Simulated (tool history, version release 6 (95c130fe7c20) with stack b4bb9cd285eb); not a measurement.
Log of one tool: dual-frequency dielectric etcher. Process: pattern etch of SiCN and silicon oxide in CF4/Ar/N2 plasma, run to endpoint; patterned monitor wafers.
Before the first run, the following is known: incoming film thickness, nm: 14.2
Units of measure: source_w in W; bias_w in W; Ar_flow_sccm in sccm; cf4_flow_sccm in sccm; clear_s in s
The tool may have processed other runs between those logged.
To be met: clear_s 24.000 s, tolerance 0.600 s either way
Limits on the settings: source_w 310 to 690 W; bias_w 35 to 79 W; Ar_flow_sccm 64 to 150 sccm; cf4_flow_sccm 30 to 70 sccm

| run | hour | source_w | bias_w | Ar_flow_sccm | cf4_flow_sccm | clear_s |
|---|---|---|---|---|---|---|
| 1 | 0.0 | 500 | 57 | 107 | 50 | 18.334 |
| 2 | 8.4 | 500 | 63 | 107 | 50 | 17.595 |
| 3 | 12.9 | 500 | 68 | 107 | 50 | 17.167 |
| 4 | 17.7 | 550 | 68 | 107 | 50 | 16.096 |
| 5 | 21.2 | 550 | 77 | 107 | 50 | 15.429 |
| 6 | 27.1 | 550 | 79 | 107 | 50 | 15.294 |
| 7 | 34.4 | 510 | 76 | 110 | 49 | 16.479 |
| 8 | 38.8 | 470 | 73 | 113 | 48 | 17.961 |
| 9 | 47.2 | 440 | 71 | 115 | 48 | 18.962 |

Of the 5 settings listed for the next run, only one would bring every result within its allowed miss of target. Which one?
| A | 55.6 | 330 | 67 | 100 | 51 | ? |
| B | 55.6 | 360 | 72 | 126 | 45 | ? |
| C | 55.6 | 340 | 63 | 110 | 43 | ? |
| D | 55.6 | 340 | 68 | 105 | 49 | ? |
| E | 55.6 | 400 | 66 | 132 | 37 | ? |

| move | clear_s |
|---|---|
| A | 22.393 |
| B | 22.189 |
| C | 23.900 |
| D | 22.264 |
| E | 22.932 |
A: nearer than the last run, and not there yet
B: nearer than the last run, and not there yet
C: all results in spec
D: nearer than the last run, and not there yet
E: nearer than the last run, and not there yet
So the answer is move C, the one that meets all the targets.
